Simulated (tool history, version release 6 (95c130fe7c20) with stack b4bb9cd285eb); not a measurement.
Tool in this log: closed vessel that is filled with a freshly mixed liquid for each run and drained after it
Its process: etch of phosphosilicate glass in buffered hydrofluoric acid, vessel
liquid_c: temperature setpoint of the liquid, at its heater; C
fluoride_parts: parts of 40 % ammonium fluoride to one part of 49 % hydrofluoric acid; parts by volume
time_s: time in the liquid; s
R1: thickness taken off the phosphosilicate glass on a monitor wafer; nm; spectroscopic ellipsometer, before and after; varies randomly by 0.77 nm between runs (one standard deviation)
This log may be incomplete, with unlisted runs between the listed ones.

{"run": 1, "day": 0.0, "liquid_c": 23, "fluoride_parts": 19, "time_s": 90, "R1": 310.84}
{"run": 2, "day": 0.325, "liquid_c": 25, "fluoride_parts": 19, "time_s": 90, "R1": 347.51}
{"run": 3, "day": 0.6, "liquid_c": 24, "fluoride_parts": 19, "time_s": 90, "R1": 328.8}
{"run": 4, "day": 0.725, "liquid_c": 26.5, "fluoride_parts": 19, "time_s": 90, "R1": 378.12}
{"run": 5, "day": 0.946, "liquid_c": 26.5, "fluoride_parts": 24, "time_s": 90, "R1": 314.17}
{"run": 6, "day": 1.067, "liquid_c": 26.5, "fluoride_parts": 24, "time_s": 100, "R1": 348.09}

What does the tool deliver on the next run?
{"run": 7, "day": 1.408, "liquid_c": 26.5, "fluoride_parts": 24, "time_s": 100, "R1": "?"}

{"run 7": {"R1": 351.64}}
